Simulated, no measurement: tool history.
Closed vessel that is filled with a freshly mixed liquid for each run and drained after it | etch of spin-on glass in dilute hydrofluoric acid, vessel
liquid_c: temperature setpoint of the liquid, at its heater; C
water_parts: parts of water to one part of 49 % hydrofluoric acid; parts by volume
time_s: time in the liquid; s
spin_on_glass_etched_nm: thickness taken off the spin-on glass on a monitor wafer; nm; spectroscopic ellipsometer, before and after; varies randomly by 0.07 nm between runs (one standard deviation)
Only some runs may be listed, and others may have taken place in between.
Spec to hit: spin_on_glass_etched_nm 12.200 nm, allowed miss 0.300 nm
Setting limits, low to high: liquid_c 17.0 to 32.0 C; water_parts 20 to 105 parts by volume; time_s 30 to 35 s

run    day  liquid_c  water_parts  time_s  spin_on_glass_etched_nm
  1  0.000      24.0           55      35                   18.128
  2  0.283      24.0           55      35                   18.341
  3  0.462      24.0           55      30                   15.712
  4  0.562      22.5           55      30                   14.669
  5  0.588      22.5           45      30                   18.120
  6  0.775      21.0           45      30                   17.144
  7  1.108      20.0           45      30                   16.586
  8  1.142      19.0           50      30                   13.963
  9  1.242      19.0           50      30                   13.923
 10  1.329      18.5           50      30                   13.767
 11  1.467      18.0           50      30                   13.651
 12  1.517      17.5           50      30                   13.236
 13  1.579      17.0           50      30                   12.931
 14  1.833      17.0           55      30                   11.649
 15  2.192      17.0           55      30                   11.585

Which one of the following 4 next-run settings gets every result inside its allowed miss? There is exactly one.
  A  2.550      18.5           60      30                        ?
  B  2.550      17.0           60      30                        ?
  C  2.550      20.0           60      30                        ?
  D  2.550      17.0           50      30                        ?

move  spin_on_glass_etched_nm
   A                   11.370
   B                   10.660
   C                   12.117
   D                   12.935
A: lands further from the targets than the last run did
B: lands further from the targets than the last run did
C: in spec on every target
D: takes the biggest miss from the last run beyond its target
Move C is the one to make.
